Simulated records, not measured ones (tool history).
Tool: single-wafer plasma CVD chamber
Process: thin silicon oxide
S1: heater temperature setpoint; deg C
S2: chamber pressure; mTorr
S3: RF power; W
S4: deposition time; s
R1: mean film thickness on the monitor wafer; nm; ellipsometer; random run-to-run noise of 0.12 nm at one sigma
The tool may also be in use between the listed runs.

run	hour	S1	S2	S3	S4	R1
1	0	395	1020	365	10.38	22.99
2	1.6	395	1020	395	10.38	23.351
3	6.1	395	1040	395	10.38	24.041
4	9.2	395	1050	395	10.38	24.296
5	15.7	395	1050	345	10.38	22.7
6	24.3	395	970	345	10.38	21.672
7	26.3	395	1020	345	10.38	22.485

Run 8, settings as shown, results not yet in. Your forecast:
8	28.1	395	1020	345	10.38	?

R1: 22.386 nm
